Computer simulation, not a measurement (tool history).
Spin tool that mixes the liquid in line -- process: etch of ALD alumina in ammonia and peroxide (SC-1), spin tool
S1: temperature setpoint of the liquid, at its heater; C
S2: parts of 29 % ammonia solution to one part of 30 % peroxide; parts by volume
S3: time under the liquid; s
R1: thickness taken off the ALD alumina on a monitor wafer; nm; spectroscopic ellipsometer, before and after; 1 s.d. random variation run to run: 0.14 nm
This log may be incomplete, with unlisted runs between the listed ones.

Run 1, day 0.000: S1 60.0 C, S2 0.4 parts by volume, S3 320 s. Result: R1 20.657 nm.
Run 2, day 0.067: S1 60.0 C, S2 0.5 parts by volume, S3 320 s. Result: R1 20.920 nm.
Run 3, day 0.154: S1 60.0 C, S2 0.5 parts by volume, S3 340 s. Result: R1 22.223 nm.
Run 4, day 0.417: S1 60.0 C, S2 0.6 parts by volume, S3 340 s. Result: R1 22.810 nm.
At day 0.717: new drum of ammonia solution connected.
Run 5, day 0.717: S1 60.0 C, S2 0.6 parts by volume, S3 340 s. Result: R1 23.025 nm.
Run 6, day 1.021: S1 61.5 C, S2 0.6 parts by volume, S3 340 s. Result: R1 24.869 nm.

Run 7, settings as shown, results not yet in. Your forecast:
Run 7, day 1.375: S1 63.0 C, S2 0.6 parts by volume, S3 340 s. Result: R1 ?.

Run 7 measured R1 26.821 nm.
